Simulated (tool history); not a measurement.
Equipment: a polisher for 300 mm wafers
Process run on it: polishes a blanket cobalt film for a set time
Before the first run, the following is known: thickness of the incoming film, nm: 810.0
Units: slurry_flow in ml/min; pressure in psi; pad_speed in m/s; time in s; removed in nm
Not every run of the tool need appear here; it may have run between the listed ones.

run,day,slurry_flow,pressure,pad_speed,time,removed
1,0.000,160,2.1,1.06,73,415.86
2,0.154,160,2.1,1.24,73,468.40
3,0.446,160,2.0,1.24,73,450.73
4,0.725,160,1.9,1.24,73,440.43
# day 1.046: slurry nozzle cleaned
5,1.046,160,1.9,1.46,73,519.49
6,1.196,160,1.9,1.46,76,542.21

Run 7 is up next; what results do you expect?
7,1.467,160,1.7,1.44,76,?

Run 7 came out at removed 495.46 nm.
